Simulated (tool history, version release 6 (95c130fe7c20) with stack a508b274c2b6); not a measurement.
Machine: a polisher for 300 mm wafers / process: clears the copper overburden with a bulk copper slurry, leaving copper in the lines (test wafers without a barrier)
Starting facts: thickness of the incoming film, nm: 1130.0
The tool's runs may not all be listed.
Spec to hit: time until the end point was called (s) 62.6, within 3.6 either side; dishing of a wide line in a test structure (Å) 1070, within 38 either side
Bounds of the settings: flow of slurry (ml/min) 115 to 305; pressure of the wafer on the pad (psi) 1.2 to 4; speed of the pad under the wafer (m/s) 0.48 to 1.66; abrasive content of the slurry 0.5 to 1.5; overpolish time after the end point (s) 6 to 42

run    day  flow of slurry (ml/min)  pressure of the wafer on the pad (psi)  speed of the pad under the wafer (m/s)  abrasive content of the slurry  overpolish time after the end point (s)  time until the end point was called (s)  dishing of a wide line in a test structure (Å)
  1      0                      195                                     2.6                                    1.06                               1                                       21                                   106.35                                          861.02
  2  0.238                      195                                     2.8                                    1.06                               1                                       20                                   100.23                                           868.4
  3  0.546                      230                                     2.8                                    1.06                               1                                       20                                   97.748                                          861.67
  4  0.904                      230                                     2.4                                    1.06                               1                                       20                                   111.06                                          801.52
  5  1.262                      230                                     2.6                                    1.06                               1                                       20                                   106.47                                          844.95
     1.404  -- head pressure recalibrated
  6  1.404                      230                                     2.3                                    1.06                               1                                       20                                   122.75                                          737.88
  7  1.729                      230                                     2.5                                    1.08                               1                                       19                                   114.37                                          773.93
  8  2.075                      230                                     2.7                                     1.1                               1                                       19                                   107.72                                          804.02

Which one of the following 5 next-run settings gets every result inside its allowed miss? There is exactly one.
  A  2.421                      195                                     3.9                                    1.34                            1.05                                       24                                        ?                                               ?
  B  2.421                      185                                     3.8                                     1.6                             1.4                                       13                                        ?                                               ?
  C  2.421                      235                                     2.9                                     1.2                             0.9                                       28                                        ?                                               ?
  D  2.421                      245                                     3.7                                     1.2                             1.1                                       20                                        ?                                               ?
  E  2.421                      190                                     3.9                                    1.56                            1.15                                       18                                        ?                                               ?

move  time until the end point was called (s)  dishing of a wide line in a test structure (Å)
   A                                   62.116                                            1058
   B                                   51.315                                          960.22
   C                                    92.54                                          959.16
   D                                   70.247                                          987.68
   E                                   52.905                                            1036
A: every result within its allowed miss
B: pushes the last run's worst result past its target
C: an improvement on the last run, though not all results are within tolerance
D: an improvement on the last run, though not all results are within tolerance
E: pushes the last run's worst result past its target
Answer: A
